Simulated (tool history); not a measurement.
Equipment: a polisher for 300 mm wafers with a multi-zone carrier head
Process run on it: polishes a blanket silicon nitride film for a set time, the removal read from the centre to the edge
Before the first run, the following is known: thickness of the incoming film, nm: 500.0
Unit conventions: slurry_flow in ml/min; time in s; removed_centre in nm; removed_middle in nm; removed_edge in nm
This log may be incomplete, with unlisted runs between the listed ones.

| run | hour | slurry_flow | centre_zone | middle_zone | edge_zone | time | removed_centre | removed_middle | removed_edge |
|---|---|---|---|---|---|---|---|---|---|
| 1 | 0 | 235 | 1 | 1 | 1 | 42 | 94.636 | 95.902 | 95.891 |
| 2 | 4.8 | 235 | 1 | 1.03 | 1 | 42 | 93.865 | 98.932 | 94.071 |
| 3 | 7.6 | 235 | 1.08 | 1.03 | 1 | 42 | 102.52 | 100.98 | 95.471 |
| 4 | 8.3 | 235 | 1.04 | 1.03 | 1 | 42 | 98.53 | 98.493 | 94.719 |
| 5 | 16.8 | 245 | 1.02 | 1.03 | 1.04 | 43 | 100.25 | 101.5 | 97.942 |
| 6 | 18.3 | 245 | 1.02 | 0.95 | 1.04 | 43 | 98.655 | 94.704 | 98.262 |
| 7 | 27.1 | 240 | 0.99 | 0.95 | 1.05 | 45 | 100.14 | 100.48 | 104.24 |
| 8 | 34.7 | 235 | 0.98 | 0.95 | 1.07 | 46 | 102.38 | 101.85 | 108.71 |
| 9 | 37.3 | 235 | 0.97 | 0.96 | 1.09 | 47 | 100.6 | 104.87 | 112.43 |

Forecast run 10:
| 10 | 44 | 240 | 0.97 | 0.97 | 1.1 | 47 | ? | ? | ? |

{"run 10": {"removed_centre": 103.17, "removed_middle": 106.49, "removed_edge": 111.84}}

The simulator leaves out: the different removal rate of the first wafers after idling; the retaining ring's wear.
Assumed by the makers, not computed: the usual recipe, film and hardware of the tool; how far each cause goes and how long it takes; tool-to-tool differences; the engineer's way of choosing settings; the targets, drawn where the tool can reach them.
